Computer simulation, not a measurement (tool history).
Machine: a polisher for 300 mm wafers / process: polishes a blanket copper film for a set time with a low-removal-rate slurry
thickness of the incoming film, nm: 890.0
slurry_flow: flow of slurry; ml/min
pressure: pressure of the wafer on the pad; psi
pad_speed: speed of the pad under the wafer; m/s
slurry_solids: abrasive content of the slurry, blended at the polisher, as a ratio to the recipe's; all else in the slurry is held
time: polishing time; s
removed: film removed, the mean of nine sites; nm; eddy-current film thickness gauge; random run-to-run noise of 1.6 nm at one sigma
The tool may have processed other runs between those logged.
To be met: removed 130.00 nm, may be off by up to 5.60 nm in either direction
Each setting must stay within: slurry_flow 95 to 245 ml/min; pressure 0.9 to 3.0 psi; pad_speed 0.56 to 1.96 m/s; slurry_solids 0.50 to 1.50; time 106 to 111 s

Run 1, day 0.000: slurry_flow 155 ml/min, pressure 1.9 psi, pad_speed 1.26 m/s, slurry_solids 1.00, time 106 s. Result: removed 253.83 nm.
Run 2, day 0.129: slurry_flow 155 ml/min, pressure 1.9 psi, pad_speed 1.26 m/s, slurry_solids 0.85, time 106 s. Result: removed 251.09 nm.
Run 3, day 0.404: slurry_flow 155 ml/min, pressure 1.6 psi, pad_speed 1.26 m/s, slurry_solids 0.85, time 106 s. Result: removed 206.58 nm.
Run 4, day 0.529: slurry_flow 155 ml/min, pressure 1.4 psi, pad_speed 1.26 m/s, slurry_solids 0.85, time 106 s. Result: removed 187.60 nm.
Run 5, day 0.862: slurry_flow 170 ml/min, pressure 1.4 psi, pad_speed 1.26 m/s, slurry_solids 0.85, time 106 s. Result: removed 188.87 nm.
Run 6, day 1.112: slurry_flow 150 ml/min, pressure 1.4 psi, pad_speed 1.26 m/s, slurry_solids 0.85, time 106 s. Result: removed 182.09 nm.
Run 7, day 1.150: slurry_flow 145 ml/min, pressure 1.3 psi, pad_speed 1.26 m/s, slurry_solids 0.85, time 106 s. Result: removed 170.54 nm.
Run 8, day 1.508: slurry_flow 140 ml/min, pressure 1.2 psi, pad_speed 1.26 m/s, slurry_solids 0.85, time 106 s. Result: removed 156.54 nm.
Run 9, day 1.812: slurry_flow 120 ml/min, pressure 0.9 psi, pad_speed 1.26 m/s, slurry_solids 0.85, time 106 s. Result: removed 116.59 nm.
Run 10, day 1.958: slurry_flow 150 ml/min, pressure 0.9 psi, pad_speed 1.26 m/s, slurry_solids 0.85, time 106 s. Result: removed 121.18 nm.
Run 11, day 2.067: slurry_flow 155 ml/min, pressure 0.9 psi, pad_speed 1.26 m/s, slurry_solids 0.85, time 106 s. Result: removed 121.75 nm.

Below are 5 possible settings for the next run. Only one of them brings all results inside the allowed miss of their targets. Which is it?
Run A, day 2.175: slurry_flow 135 ml/min, pressure 1.1 psi, pad_speed 0.98 m/s, slurry_solids 0.95, time 107 s. Result: removed ?.
Run B, day 2.175: slurry_flow 125 ml/min, pressure 1.1 psi, pad_speed 1.02 m/s, slurry_solids 0.85, time 111 s. Result: removed ?.
Run C, day 2.175: slurry_flow 190 ml/min, pressure 0.9 psi, pad_speed 1.08 m/s, slurry_solids 0.70, time 111 s. Result: removed ?.
Run D, day 2.175: slurry_flow 155 ml/min, pressure 1.0 psi, pad_speed 1.02 m/s, slurry_solids 0.95, time 107 s. Result: removed ?.
Run E, day 2.175: slurry_flow 150 ml/min, pressure 1.0 psi, pad_speed 1.22 m/s, slurry_solids 0.80, time 109 s. Result: removed ?.

move  removed
   A   117.17
   B   121.92
   C   108.54
   D   113.51
   E   131.96
A: lands further from the targets than the last run did
B: neither nearer nor further off than the last run
C: lands further from the targets than the last run did
D: lands further from the targets than the last run did
E: all results in spec
The move that meets every target is E.

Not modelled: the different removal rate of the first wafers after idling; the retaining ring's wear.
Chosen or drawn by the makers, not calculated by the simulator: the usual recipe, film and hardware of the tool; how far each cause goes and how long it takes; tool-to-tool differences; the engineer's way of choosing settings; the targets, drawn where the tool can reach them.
